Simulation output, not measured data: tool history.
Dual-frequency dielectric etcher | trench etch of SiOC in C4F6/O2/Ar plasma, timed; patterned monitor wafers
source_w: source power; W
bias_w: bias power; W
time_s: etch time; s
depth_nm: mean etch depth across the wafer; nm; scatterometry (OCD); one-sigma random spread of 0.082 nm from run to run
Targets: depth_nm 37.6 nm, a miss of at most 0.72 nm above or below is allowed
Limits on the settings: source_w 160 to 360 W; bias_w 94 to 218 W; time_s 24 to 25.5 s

| run | hour | source_w | bias_w | time_s | depth_nm |
|---|---|---|---|---|---|
| 1 | 0 | 260 | 156 | 24 | 41.255 |
| 2 | 4.9 | 260 | 156 | 24 | 41.417 |
| 3 | 9.8 | 260 | 156 | 24 | 41.487 |
| 4 | 18.4 | 250 | 154 | 24 | 40.319 |
| 5 | 23.6 | 280 | 154 | 24 | 43.054 |
| 6 | 28 | 270 | 153 | 24 | 42.146 |
| 7 | 35.1 | 260 | 152 | 24 | 41.263 |
| 8 | 44.1 | 250 | 151 | 24 | 40.164 |
| 9 | 49 | 210 | 147 | 24 | 36.032 |

Consider the 5 candidate settings below. Which is the only one whose results all fall within their allowed miss of target?
| A | 53.9 | 200 | 140 | 25 | ? |
| B | 53.9 | 190 | 147 | 25 | ? |
| C | 53.9 | 230 | 121 | 24 | ? |
| D | 53.9 | 210 | 157 | 25.5 | ? |
| E | 53.9 | 220 | 155 | 24 | ? |

| move | depth_nm |
|---|---|
| A | 35.965 |
| B | 35.284 |
| C | 36.147 |
| D | 39.063 |
| E | 37.674 |
A: about as far from the targets as the last run
B: misses by more than the last run did
C: nearer than the last run, and not there yet
D: takes the biggest miss from the last run beyond its target
E: meets every target
Go with E: it meets all targets.

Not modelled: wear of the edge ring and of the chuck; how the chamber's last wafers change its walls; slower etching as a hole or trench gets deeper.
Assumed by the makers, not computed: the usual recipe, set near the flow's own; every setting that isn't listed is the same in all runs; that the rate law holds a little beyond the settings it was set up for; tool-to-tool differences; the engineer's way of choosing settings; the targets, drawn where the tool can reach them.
